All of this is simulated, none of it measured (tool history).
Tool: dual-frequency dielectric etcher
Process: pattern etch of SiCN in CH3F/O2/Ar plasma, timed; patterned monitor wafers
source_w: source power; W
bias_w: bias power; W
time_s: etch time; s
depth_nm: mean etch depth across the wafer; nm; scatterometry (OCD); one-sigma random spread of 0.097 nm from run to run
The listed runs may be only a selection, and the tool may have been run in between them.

Run 1, day 0: source_w 320 W, bias_w 98 W, time_s 47 s. Result: depth_nm 18.128 nm.
Run 2, day 0.267: source_w 270 W, bias_w 98 W, time_s 47 s. Result: depth_nm 17.514 nm.
Run 3, day 0.446: source_w 260 W, bias_w 91 W, time_s 46.5 s. Result: depth_nm 16.562 nm.
Run 4, day 0.696: source_w 250 W, bias_w 88 W, time_s 46.5 s. Result: depth_nm 16.144 nm.
Run 5, day 1.071: source_w 240 W, bias_w 86 W, time_s 46.5 s. Result: depth_nm 15.767 nm.
Run 6, day 1.179: source_w 240 W, bias_w 99 W, time_s 46.5 s. Result: depth_nm 16.862 nm.
Run 7, day 1.217: source_w 230 W, bias_w 95 W, time_s 46 s. Result: depth_nm 16.042 nm.
Run 8, day 1.504: source_w 230 W, bias_w 95 W, time_s 46 s. Result: depth_nm 16.203 nm.

Predict the results of run 9:
Run 9, day 1.775: source_w 220 W, bias_w 93 W, time_s 46 s. Result: depth_nm ?.

{"run 9": {"depth_nm": 15.712}}
